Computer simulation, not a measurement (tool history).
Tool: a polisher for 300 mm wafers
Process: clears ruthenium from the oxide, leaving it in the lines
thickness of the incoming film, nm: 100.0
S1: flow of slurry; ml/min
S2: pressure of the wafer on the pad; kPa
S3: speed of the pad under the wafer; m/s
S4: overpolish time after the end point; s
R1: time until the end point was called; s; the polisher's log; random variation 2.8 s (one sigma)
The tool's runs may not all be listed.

run 1 hour=0.0 | S1=300 S2=15.9 S3=1.00 S4=46 | R1=73.173
run 2 hour=7.6 | S1=300 S2=13.8 S3=0.96 S4=46 | R1=90.031
run 3 hour=16.0 | S1=300 S2=13.8 S3=0.96 S4=50 | R1=89.087
run 4 hour=20.4 | S1=300 S2=12.4 S3=0.96 S4=50 | R1=96.286
run 5 hour=22.8 | S1=300 S2=12.4 S3=0.96 S4=46 | R1=99.991
run 6 hour=27.4 | S1=300 S2=11.7 S3=0.96 S4=46 | R1=102.130
run 7 hour=33.1 | S1=300 S2=11.0 S3=0.96 S4=46 | R1=112.490
run 8 hour=34.8 | S1=300 S2=10.3 S3=0.96 S4=46 | R1=115.070

Run 9 has not been measured yet. What should we expect?
run 9 hour=37.7 | S1=300 S2=10.3 S3=0.96 S4=46 | R1=?

{"run 9": {"R1": 116.11}}
